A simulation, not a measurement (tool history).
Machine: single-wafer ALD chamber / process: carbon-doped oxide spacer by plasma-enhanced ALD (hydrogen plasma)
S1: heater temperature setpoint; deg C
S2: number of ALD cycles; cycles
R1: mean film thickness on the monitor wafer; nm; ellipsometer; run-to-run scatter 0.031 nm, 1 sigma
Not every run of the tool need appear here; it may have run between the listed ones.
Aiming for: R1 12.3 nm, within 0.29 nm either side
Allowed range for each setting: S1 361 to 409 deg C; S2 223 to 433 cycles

Run 1, hour 0: S1 385 deg C, S2 328 cycles. Result: R1 16.562 nm.
Run 2, hour 7.6: S1 385 deg C, S2 302 cycles. Result: R1 15.22 nm.
Run 3, hour 10.3: S1 385 deg C, S2 284 cycles. Result: R1 14.316 nm.
Run 4, hour 17.9: S1 385 deg C, S2 272 cycles. Result: R1 13.724 nm.
Run 5, hour 24.1: S1 394 deg C, S2 272 cycles. Result: R1 13.739 nm.
Run 6, hour 25: S1 394 deg C, S2 263 cycles. Result: R1 13.239 nm.
Run 7, hour 32.6: S1 394 deg C, S2 257 cycles. Result: R1 12.942 nm.
Run 8, hour 33.7: S1 394 deg C, S2 253 cycles. Result: R1 12.775 nm.
Run 9, hour 35.1: S1 394 deg C, S2 250 cycles. Result: R1 12.66 nm.
Run 10, hour 41.7: S1 394 deg C, S2 250 cycles. Result: R1 12.607 nm.

Below are 4 possible settings for the next run. Only one of them brings all results inside the allowed miss of their targets. Which is it?
Run A, hour 48.3: S1 404 deg C, S2 258 cycles. Result: R1 ?.
Run B, hour 48.3: S1 394 deg C, S2 266 cycles. Result: R1 ?.
Run C, hour 48.3: S1 389 deg C, S2 261 cycles. Result: R1 ?.
Run D, hour 48.3: S1 401 deg C, S2 244 cycles. Result: R1 ?.

move      R1
   A  12.912
   B  13.419
   C  13.166
   D  12.309
A: lands further from the targets than the last run did
B: lands further from the targets than the last run did
C: lands further from the targets than the last run did
D: meets every target
D meets every target.
